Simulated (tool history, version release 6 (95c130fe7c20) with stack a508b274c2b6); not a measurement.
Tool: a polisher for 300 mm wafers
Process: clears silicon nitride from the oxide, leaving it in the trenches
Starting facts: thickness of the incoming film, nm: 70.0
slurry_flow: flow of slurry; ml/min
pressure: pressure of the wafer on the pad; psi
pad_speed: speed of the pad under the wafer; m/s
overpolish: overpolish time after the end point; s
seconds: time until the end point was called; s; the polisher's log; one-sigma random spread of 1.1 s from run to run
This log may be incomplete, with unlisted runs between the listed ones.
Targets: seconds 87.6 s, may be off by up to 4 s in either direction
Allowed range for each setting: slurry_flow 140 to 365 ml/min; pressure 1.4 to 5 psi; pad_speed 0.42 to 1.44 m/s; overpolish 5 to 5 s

Run 1, hour 0: slurry_flow 235 ml/min, pressure 3.2 psi, pad_speed 0.92 m/s, overpolish 5 s. Result: seconds 64.497 s.
Run 2, hour 5.1: slurry_flow 235 ml/min, pressure 3.9 psi, pad_speed 0.92 m/s, overpolish 5 s. Result: seconds 55.149 s.
Run 3, hour 11.9: slurry_flow 235 ml/min, pressure 4.5 psi, pad_speed 0.92 m/s, overpolish 5 s. Result: seconds 47.294 s.
Run 4, hour 13.4: slurry_flow 260 ml/min, pressure 4.5 psi, pad_speed 0.92 m/s, overpolish 5 s. Result: seconds 47.489 s.
Run 5, hour 16.6: slurry_flow 260 ml/min, pressure 4.2 psi, pad_speed 0.92 m/s, overpolish 5 s. Result: seconds 50.432 s.
Run 6, hour 22.5: slurry_flow 260 ml/min, pressure 4.2 psi, pad_speed 1.06 m/s, overpolish 5 s. Result: seconds 43.422 s.
Run 7, hour 25.8: slurry_flow 260 ml/min, pressure 3.3 psi, pad_speed 1 m/s, overpolish 5 s. Result: seconds 58.031 s.
Run 8, hour 34.3: slurry_flow 260 ml/min, pressure 3.1 psi, pad_speed 1 m/s, overpolish 5 s. Result: seconds 62.336 s.
Run 9, hour 39.1: slurry_flow 260 ml/min, pressure 3 psi, pad_speed 1 m/s, overpolish 5 s. Result: seconds 62.88 s.
Run 10, hour 47.1: slurry_flow 260 ml/min, pressure 2.9 psi, pad_speed 1 m/s, overpolish 5 s. Result: seconds 66.183 s.
Run 11, hour 51.7: slurry_flow 260 ml/min, pressure 2.9 psi, pad_speed 1 m/s, overpolish 5 s. Result: seconds 67.149 s.
Run 12, hour 60.7: slurry_flow 260 ml/min, pressure 2.8 psi, pad_speed 1 m/s, overpolish 5 s. Result: seconds 68.477 s.
Run 13, hour 63.2: slurry_flow 260 ml/min, pressure 2.7 psi, pad_speed 1 m/s, overpolish 5 s. Result: seconds 71.058 s.
Run 14, hour 69.8: slurry_flow 260 ml/min, pressure 2.6 psi, pad_speed 1 m/s, overpolish 5 s. Result: seconds 74.694 s.
Run 15, hour 77.2: slurry_flow 260 ml/min, pressure 2.1 psi, pad_speed 0.98 m/s, overpolish 5 s. Result: seconds 92.542 s.

5 next moves are on the table. One of them brings every result within its allowed miss. Which?
Run A, hour 84.6: slurry_flow 320 ml/min, pressure 1.9 psi, pad_speed 1.12 m/s, overpolish 5 s. Result: seconds ?.
Run B, hour 84.6: slurry_flow 210 ml/min, pressure 2.1 psi, pad_speed 0.96 m/s, overpolish 5 s. Result: seconds ?.
Run C, hour 84.6: slurry_flow 290 ml/min, pressure 2.1 psi, pad_speed 0.86 m/s, overpolish 5 s. Result: seconds ?.
Run D, hour 84.6: slurry_flow 215 ml/min, pressure 2.3 psi, pad_speed 0.88 m/s, overpolish 5 s. Result: seconds ?.
Run E, hour 84.6: slurry_flow 195 ml/min, pressure 3 psi, pad_speed 0.68 m/s, overpolish 5 s. Result: seconds ?.

move  seconds
   A   88.173
   B    97.14
   C   104.49
   D   96.613
   E   97.057
A: hits every target within its allowed miss
B: misses by more than the last run did
C: misses by more than the last run did
D: misses by more than the last run did
E: misses by more than the last run did
So the answer is move A, the one that meets all the targets.
